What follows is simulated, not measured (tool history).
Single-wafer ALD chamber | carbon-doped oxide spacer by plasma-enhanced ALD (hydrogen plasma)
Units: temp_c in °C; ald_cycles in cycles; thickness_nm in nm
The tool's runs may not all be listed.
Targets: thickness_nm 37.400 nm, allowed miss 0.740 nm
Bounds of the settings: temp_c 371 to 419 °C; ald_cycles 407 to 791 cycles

run 1 hour=0.0 | temp_c=395 ald_cycles=599 | thickness_nm=30.312
run 2 hour=3.5 | temp_c=395 ald_cycles=631 | thickness_nm=31.824
run 3 hour=5.8 | temp_c=395 ald_cycles=657 | thickness_nm=33.207
run 4 hour=9.0 | temp_c=395 ald_cycles=702 | thickness_nm=35.078
run 5 hour=12.1 | temp_c=395 ald_cycles=631 | thickness_nm=31.557
run 6 hour=19.4 | temp_c=395 ald_cycles=659 | thickness_nm=33.665
run 7 hour=28.8 | temp_c=395 ald_cycles=675 | thickness_nm=34.206
run 8 hour=33.9 | temp_c=395 ald_cycles=689 | thickness_nm=34.772
run 9 hour=37.5 | temp_c=395 ald_cycles=701 | thickness_nm=35.494
run 10 hour=41.8 | temp_c=395 ald_cycles=710 | thickness_nm=35.718

Which of these 5 next moves meets every target?
run A hour=46.1 | temp_c=391 ald_cycles=698 | thickness_nm=?
run B hour=46.1 | temp_c=392 ald_cycles=712 | thickness_nm=?
run C hour=46.1 | temp_c=395 ald_cycles=709 | thickness_nm=?
run D hour=46.1 | temp_c=383 ald_cycles=745 | thickness_nm=?
run E hour=46.1 | temp_c=388 ald_cycles=781 | thickness_nm=?

move=A thickness_nm=35.091
move=B thickness_nm=35.795
move=C thickness_nm=35.645
move=D thickness_nm=37.454
move=E thickness_nm=39.264
A: further off than the last run
B: as far off as the last run
C: as far off as the last run
D: meets every target
E: takes the result that was furthest off past its target
Move D is the one to make.

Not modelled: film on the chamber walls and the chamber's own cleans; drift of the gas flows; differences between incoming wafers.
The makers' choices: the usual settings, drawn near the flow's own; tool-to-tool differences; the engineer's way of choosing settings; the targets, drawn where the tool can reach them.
